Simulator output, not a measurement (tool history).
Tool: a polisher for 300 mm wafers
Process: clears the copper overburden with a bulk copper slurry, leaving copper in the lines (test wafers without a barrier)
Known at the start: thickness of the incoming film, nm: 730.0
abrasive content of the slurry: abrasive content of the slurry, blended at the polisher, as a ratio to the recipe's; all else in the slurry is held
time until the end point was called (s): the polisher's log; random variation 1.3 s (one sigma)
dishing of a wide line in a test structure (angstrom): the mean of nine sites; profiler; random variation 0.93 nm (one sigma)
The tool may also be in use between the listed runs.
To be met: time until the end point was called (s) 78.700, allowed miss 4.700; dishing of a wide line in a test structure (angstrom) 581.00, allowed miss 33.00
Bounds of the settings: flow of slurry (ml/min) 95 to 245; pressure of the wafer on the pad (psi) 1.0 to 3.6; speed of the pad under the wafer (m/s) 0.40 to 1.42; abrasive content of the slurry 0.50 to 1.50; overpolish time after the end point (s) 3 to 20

| run | hour | flow of slurry (ml/min) | pressure of the wafer on the pad (psi) | speed of the pad under the wafer (m/s) | abrasive content of the slurry | overpolish time after the end point (s) | time until the end point was called (s) | dishing of a wide line in a test structure (angstrom) |
|---|---|---|---|---|---|---|---|---|
| 1 | 0.0 | 155 | 2.3 | 0.90 | 1.00 | 10 | 98.051 | 386.97 |
| 2 | 9.1 | 155 | 2.4 | 0.90 | 1.00 | 11 | 95.614 | 422.95 |
| 3 | 13.5 | 155 | 2.4 | 0.90 | 1.00 | 8 | 94.164 | 339.18 |
| 4 | 19.0 | 155 | 2.4 | 0.90 | 1.00 | 5 | 91.411 | 229.34 |
| 5 | 22.7 | 155 | 2.4 | 0.90 | 1.15 | 5 | 93.080 | 237.97 |
| 6 | 31.1 | 155 | 2.4 | 0.90 | 0.95 | 5 | 93.052 | 230.03 |
| 7 | 32.9 | 155 | 2.5 | 0.90 | 0.95 | 6 | 92.407 | 277.28 |
| 8 | 36.3 | 150 | 2.7 | 0.88 | 0.95 | 7 | 86.140 | 327.52 |
| 9 | 38.7 | 150 | 2.8 | 0.86 | 0.95 | 8 | 86.080 | 366.68 |
| 10 | 45.6 | 150 | 2.9 | 0.86 | 0.95 | 9 | 83.595 | 412.53 |
| 11 | 49.5 | 150 | 3.0 | 0.86 | 0.95 | 10 | 77.775 | 460.59 |
| 12 | 55.8 | 145 | 3.0 | 0.86 | 0.95 | 10 | 80.502 | 450.33 |

Which of these 5 next moves meets every target?
| A | 62.1 | 130 | 3.1 | 1.06 | 0.80 | 9 | ? | ? |
| B | 62.1 | 130 | 3.1 | 0.84 | 0.90 | 12 | ? | ? |
| C | 62.1 | 125 | 3.6 | 0.86 | 0.80 | 10 | ? | ? |
| D | 62.1 | 170 | 2.4 | 1.12 | 0.75 | 14 | ? | ? |
| E | 62.1 | 130 | 2.8 | 0.90 | 1.00 | 7 | ? | ? |

| move | time until the end point was called (s) | dishing of a wide line in a test structure (angstrom) |
|---|---|---|
| A | 67.645 | 488.50 |
| B | 83.167 | 517.44 |
| C | 72.224 | 508.48 |
| D | 78.986 | 577.22 |
| E | 84.390 | 337.36 |
A: nearer than the last run, and not there yet
B: nearer than the last run, and not there yet
C: nearer than the last run, and not there yet
D: meets every target
E: further off than the last run
Answer: D
